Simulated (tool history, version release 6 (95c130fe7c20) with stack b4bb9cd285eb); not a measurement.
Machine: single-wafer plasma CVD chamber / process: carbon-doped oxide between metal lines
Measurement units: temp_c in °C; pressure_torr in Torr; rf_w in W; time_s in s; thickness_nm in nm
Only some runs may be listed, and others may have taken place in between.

run	day	temp_c	pressure_torr	rf_w	time_s	thickness_nm
1	0.000	325	4.78	540	19.3	109.230
2	0.225	325	4.78	605	19.3	117.600
3	0.379	325	4.78	650	19.3	125.360
4	0.429	327	4.64	620	19.2	119.460
5	0.629	336	4.64	620	19.2	115.660
6	0.900	336	4.64	620	18.4	110.230
7	1.054	336	4.64	620	18.4	110.760
8	1.104	337	4.57	600	18.4	108.490
9	1.321	338	4.54	575	18.4	103.880
10	1.358	339	4.48	560	18.4	101.920
11	1.529	340	4.43	545	18.4	99.706
12	1.746	341	4.38	530	18.4	95.406

Run 13 has not been measured yet. What should we expect?
13	2.033	342	4.26	525	18.4	?

{"run 13": {"thickness_nm": 94.554}}
